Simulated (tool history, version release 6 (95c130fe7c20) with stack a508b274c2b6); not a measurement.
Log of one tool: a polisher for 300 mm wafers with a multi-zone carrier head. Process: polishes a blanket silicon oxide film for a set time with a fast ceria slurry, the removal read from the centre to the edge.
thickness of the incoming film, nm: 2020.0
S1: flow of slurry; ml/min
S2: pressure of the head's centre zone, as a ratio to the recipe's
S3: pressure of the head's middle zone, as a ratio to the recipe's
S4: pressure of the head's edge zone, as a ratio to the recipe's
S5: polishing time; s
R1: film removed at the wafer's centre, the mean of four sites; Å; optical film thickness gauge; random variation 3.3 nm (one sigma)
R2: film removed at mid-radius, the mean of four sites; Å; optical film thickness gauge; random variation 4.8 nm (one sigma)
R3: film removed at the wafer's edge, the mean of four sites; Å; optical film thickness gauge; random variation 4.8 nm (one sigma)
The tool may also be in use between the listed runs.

run 1 day=0.000 | S1=215 S2=1.00 S3=1.00 S4=1.00 S5=36 | R1=5843.6 R2=5657.6 R3=5987.4
run 2 day=0.367 | S1=215 S2=1.00 S3=1.05 S4=1.00 S5=36 | R1=5940.4 R2=5965.4 R3=5895.7
run 3 day=0.600 | S1=210 S2=0.99 S3=1.04 S4=0.99 S5=33 | R1=5233.5 R2=5435.8 R3=5296.1
run 4 day=0.683 | S1=210 S2=0.99 S3=0.99 S4=0.99 S5=33 | R1=5283.2 R2=5239.6 R3=5312.4
run 5 day=0.954 | S1=210 S2=0.99 S3=0.99 S4=0.99 S5=40 | R1=6454.6 R2=6370.7 R3=6452.7
run 6 day=1.046 | S1=210 S2=0.99 S3=0.96 S4=0.99 S5=40 | R1=6553.7 R2=6100.2 R3=6444.7
run 7 day=1.242 | S1=205 S2=0.97 S3=0.94 S4=0.98 S5=37 | R1=5747.4 R2=5515.6 R3=5943.8
run 8 day=1.554 | S1=200 S2=0.96 S3=0.93 S4=0.96 S5=34 | R1=5171.9 R2=5110.8 R3=5365.8
run 9 day=1.808 | S1=200 S2=0.96 S3=0.92 S4=0.95 S5=31 | R1=4736.9 R2=4556.3 R3=4985.4
run 10 day=2.171 | S1=190 S2=0.93 S3=1.00 S4=0.85 S5=21 | R1=3106.1 R2=3292.3 R3=3195.9
run 11 day=2.408 | S1=190 S2=0.93 S3=0.99 S4=0.86 S5=21 | R1=3094.3 R2=3280.4 R3=3145.4
-- day=2.517 edge zone pressure recalibrated
run 12 day=2.517 | S1=185 S2=0.91 S3=0.90 S4=0.96 S5=24 | R1=3441.3 R2=3413.8 R3=3695.6

The next listed run, before its measurement:
run 13 day=2.596 | S1=180 S2=0.91 S3=0.90 S4=0.95 S5=24 | R1=? R2=? R3=?

{"run 13": {"R1": 3389.2, "R2": 3468.3, "R3": 3682.7}}
